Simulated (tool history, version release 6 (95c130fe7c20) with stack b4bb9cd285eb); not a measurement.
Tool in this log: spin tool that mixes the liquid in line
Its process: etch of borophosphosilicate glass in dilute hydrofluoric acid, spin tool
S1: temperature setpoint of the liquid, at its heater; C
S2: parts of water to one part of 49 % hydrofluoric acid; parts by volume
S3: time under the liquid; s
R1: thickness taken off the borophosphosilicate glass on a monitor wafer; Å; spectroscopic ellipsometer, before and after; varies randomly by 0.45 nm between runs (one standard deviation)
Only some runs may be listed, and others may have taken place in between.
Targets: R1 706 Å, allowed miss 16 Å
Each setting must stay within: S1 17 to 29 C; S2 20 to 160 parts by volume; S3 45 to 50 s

Run 1, hour 0: S1 21 C, S2 90 parts by volume, S3 45 s. Result: R1 302.57 Å.
Run 2, hour 2.7: S1 22 C, S2 85 parts by volume, S3 45 s. Result: R1 336.09 Å.
Run 3, hour 6.4: S1 23 C, S2 80 parts by volume, S3 45 s. Result: R1 376.22 Å.
Run 4, hour 8.6: S1 23 C, S2 80 parts by volume, S3 50 s. Result: R1 418.89 Å.
Run 5, hour 14.1: S1 23 C, S2 80 parts by volume, S3 45 s. Result: R1 373.03 Å.
Run 6, hour 17.6: S1 23 C, S2 80 parts by volume, S3 45 s. Result: R1 374.84 Å.
Run 7, hour 22.4: S1 24 C, S2 75 parts by volume, S3 45 s. Result: R1 420.51 Å.
Run 8, hour 28: S1 24.5 C, S2 70 parts by volume, S3 45 s. Result: R1 459.98 Å.
Run 9, hour 32.9: S1 24.5 C, S2 70 parts by volume, S3 45 s. Result: R1 466.56 Å.
Run 10, hour 41: S1 25 C, S2 70 parts by volume, S3 45 s. Result: R1 471.24 Å.
Run 11, hour 45.6: S1 25.5 C, S2 65 parts by volume, S3 45 s. Result: R1 523.39 Å.
Run 12, hour 47: S1 25.5 C, S2 65 parts by volume, S3 45 s. Result: R1 519.53 Å.
Run 13, hour 50.7: S1 29 C, S2 50 parts by volume, S3 45 s. Result: R1 800.43 Å.

Exercise: of the 4 proposed moves below, exactly one satisfies all targets within the stated allowed misses. Which move is it?
Run A, hour 54.4: S1 27.5 C, S2 55 parts by volume, S3 45 s. Result: R1 ?.
Run B, hour 54.4: S1 28.5 C, S2 60 parts by volume, S3 50 s. Result: R1 ?.
Run C, hour 54.4: S1 25 C, S2 45 parts by volume, S3 50 s. Result: R1 ?.
Run D, hour 54.4: S1 27 C, S2 55 parts by volume, S3 45 s. Result: R1 ?.

move      R1
   A  675.09
   B  710.72
   C     839
   D   661.6
A: moves the result that the last run missed by most past its target, out the other side
B: all results in spec
C: lands further from the targets than the last run did
D: moves the result that the last run missed by most past its target, out the other side
Go with B: it meets all targets.
